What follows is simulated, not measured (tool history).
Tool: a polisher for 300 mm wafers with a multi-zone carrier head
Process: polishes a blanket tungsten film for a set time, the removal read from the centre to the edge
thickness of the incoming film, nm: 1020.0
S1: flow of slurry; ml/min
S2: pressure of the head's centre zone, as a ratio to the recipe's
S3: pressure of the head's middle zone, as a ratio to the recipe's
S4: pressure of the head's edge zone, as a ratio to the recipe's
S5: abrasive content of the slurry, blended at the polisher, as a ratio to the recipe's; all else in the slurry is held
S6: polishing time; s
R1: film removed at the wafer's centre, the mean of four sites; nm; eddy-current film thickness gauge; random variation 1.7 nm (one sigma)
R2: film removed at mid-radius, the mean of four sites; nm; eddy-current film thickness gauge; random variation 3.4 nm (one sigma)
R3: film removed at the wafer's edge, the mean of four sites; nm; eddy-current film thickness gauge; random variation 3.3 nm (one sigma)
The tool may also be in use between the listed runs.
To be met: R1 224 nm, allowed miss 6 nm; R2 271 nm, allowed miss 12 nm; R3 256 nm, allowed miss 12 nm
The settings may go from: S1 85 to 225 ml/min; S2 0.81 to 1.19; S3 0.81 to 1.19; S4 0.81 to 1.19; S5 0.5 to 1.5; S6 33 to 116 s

run,day,S1,S2,S3,S4,S5,S6,R1,R2,R3
1,0,145,1,1,1,1,74,279.92,284.12,278.4
2,0.192,145,1,0.96,1,1,74,287.33,282.38,275.54
3,0.488,135,0.97,0.97,0.99,1,74,271.22,282.2,269.03
4,0.575,135,0.97,0.97,1.04,1,74,264.8,276.9,273.99
5,0.883,125,0.95,0.98,1.04,1,74,258.92,273.24,276.59
6,1.229,125,0.95,0.98,1.01,1,74,258.82,276.29,270.21
7,1.546,120,0.93,0.99,1,1,74,252.99,273.76,268.87
8,1.742,115,0.91,1,0.99,1,74,241.24,277.98,262.33
# day 1.775: worn pad replaced by a new one
9,1.775,110,0.9,1,0.99,1,74,254.18,290.18,283.05
10,2.088,115,0.9,1.01,0.99,0.95,74,256.38,297.37,282.65
11,2.283,110,0.89,1,0.98,1,74,249.62,293.17,281.97

5 next moves are on the table. One of them brings every result within its allowed miss. Which?
A,2.479,90,1.04,0.87,1.09,0.95,81,?,?,?
B,2.479,130,0.91,1,0.98,0.8,68,?,?,?
C,2.479,115,0.87,1.01,0.99,1.05,72,?,?,?
D,2.479,130,1.03,1.17,0.82,0.9,72,?,?,?
E,2.479,105,0.88,1.03,0.99,1,68,?,?,?

move,R1,R2,R3
A,291.32,265.2,307.03
B,237.73,272.01,257.14
C,241.38,292.74,278.48
D,290.36,333.22,254.62
E,221.87,271.35,256.18
A: further off than the last run
B: nearer than the last run, and not there yet
C: nearer than the last run, and not there yet
D: further off than the last run
E: meets every target
Move E is the one to make.
